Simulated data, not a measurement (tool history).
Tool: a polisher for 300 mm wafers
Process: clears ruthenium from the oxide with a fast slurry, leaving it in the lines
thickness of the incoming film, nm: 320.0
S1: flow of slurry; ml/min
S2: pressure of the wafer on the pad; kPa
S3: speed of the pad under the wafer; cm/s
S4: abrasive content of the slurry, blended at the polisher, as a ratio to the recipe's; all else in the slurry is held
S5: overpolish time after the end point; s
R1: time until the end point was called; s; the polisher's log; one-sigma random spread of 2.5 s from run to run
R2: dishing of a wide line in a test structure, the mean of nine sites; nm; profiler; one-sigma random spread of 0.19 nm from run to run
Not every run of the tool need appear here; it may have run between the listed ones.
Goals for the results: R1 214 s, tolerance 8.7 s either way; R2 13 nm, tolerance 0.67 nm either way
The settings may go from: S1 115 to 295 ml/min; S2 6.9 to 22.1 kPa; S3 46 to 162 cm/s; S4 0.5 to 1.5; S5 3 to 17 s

run,hour,S1,S2,S3,S4,S5,R1,R2
1,0,190,14.5,104,1,9,91.349,24.793
2,3.6,165,14.5,104,1,9,93.675,25.752
3,7.9,160,12.4,96,1,9,118.44,20.061
4,10.3,160,12.4,96,1.15,9,110.76,21.129
5,17,160,12.4,96,1.15,7,112.44,16.977
6,22.9,155,11,90,1.15,8,133.76,16.753
7,31.5,150,9.7,86,1.15,8,157.33,13.787
8,35.7,145,9,84,1.15,9,175.78,14.122
9,40.2,140,8.3,84,1.15,9,189.97,13.072
10,45.9,135,8.3,84,1.15,9,189.91,12.797
11,49.4,130,8.3,84,1.15,9,191.83,12.808
12,53.2,125,8.3,84,1.15,9,189.75,13.032
13,57.9,125,6.9,80,1.15,10,239.4,11.461
14,63.6,140,6.9,80,1.15,10,229.19,11.658
15,71.3,145,6.9,80,1.15,10,230.59,11.929

Which of these 4 next moves meets every target?
A,79,160,6.9,90,1.05,10,?,?
B,79,155,6.9,70,1.35,10,?,?
C,79,140,6.9,80,1.35,8,?,?
D,79,140,6.9,70,1.2,10,?,?

move,R1,R2
A,218.55,12.826
B,247.04,11.421
C,220.75,10.279
D,264.89,10.688
A: hits every target within its allowed miss
B: further off than the last run
C: the worst result of the last run now meets its target, but another is out of spec
D: further off than the last run
The right move is A.

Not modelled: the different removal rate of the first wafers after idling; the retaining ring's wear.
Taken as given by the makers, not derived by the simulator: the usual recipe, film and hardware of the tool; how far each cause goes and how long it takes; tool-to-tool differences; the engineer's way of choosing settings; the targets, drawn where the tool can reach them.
